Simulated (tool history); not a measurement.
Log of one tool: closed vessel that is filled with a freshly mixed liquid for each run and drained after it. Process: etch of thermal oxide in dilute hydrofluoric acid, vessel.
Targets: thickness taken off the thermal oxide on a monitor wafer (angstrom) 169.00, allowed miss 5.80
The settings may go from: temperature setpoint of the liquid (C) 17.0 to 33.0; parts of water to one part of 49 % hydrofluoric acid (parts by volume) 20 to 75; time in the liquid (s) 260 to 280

run  hour  temperature setpoint of the liquid (C)  parts of water to one part of 49 % hydrofluoric acid (parts by volume)  time in the liquid (s)  thickness taken off the thermal oxide on a monitor wafer (angstrom)
  1   0.0                                    25.0                                                                      45                     260                                                               256.13
  2   7.0                                    27.0                                                                      45                     260                                                               271.75
  3   9.5                                    25.0                                                                      45                     260                                                               254.61
  4  13.2                                    22.0                                                                      45                     260                                                               224.06
     22.3  -- thermometer replaced
  5  22.3                                    20.0                                                                      45                     260                                                               226.03
  6  23.9                                    19.5                                                                      45                     260                                                               218.23
  7  24.7                                    17.0                                                                      55                     260                                                               160.22
  8  30.2                                    17.0                                                                      55                     260                                                               158.43

5 next moves are on the table. One of them brings every result within its allowed miss. Which?
  A  35.7                                    18.0                                                                      50                     260                                                                    ?
  B  35.7                                    17.0                                                                      50                     270                                                                    ?
  C  35.7                                    17.0                                                                      50                     280                                                                    ?
  D  35.7                                    17.0                                                                      50                     260                                                                    ?
  E  35.7                                    18.5                                                                      55                     260                                                                    ?

move  thickness taken off the thermal oxide on a monitor wafer (angstrom)
   A                                                               186.48
   B                                                               185.45
   C                                                               192.32
   D                                                               178.58
   E                                                               172.22
A: takes the result that was furthest off past its target
B: takes the result that was furthest off past its target
C: takes the result that was furthest off past its target
D: takes the result that was furthest off past its target
E: meets every target
The right move is E.

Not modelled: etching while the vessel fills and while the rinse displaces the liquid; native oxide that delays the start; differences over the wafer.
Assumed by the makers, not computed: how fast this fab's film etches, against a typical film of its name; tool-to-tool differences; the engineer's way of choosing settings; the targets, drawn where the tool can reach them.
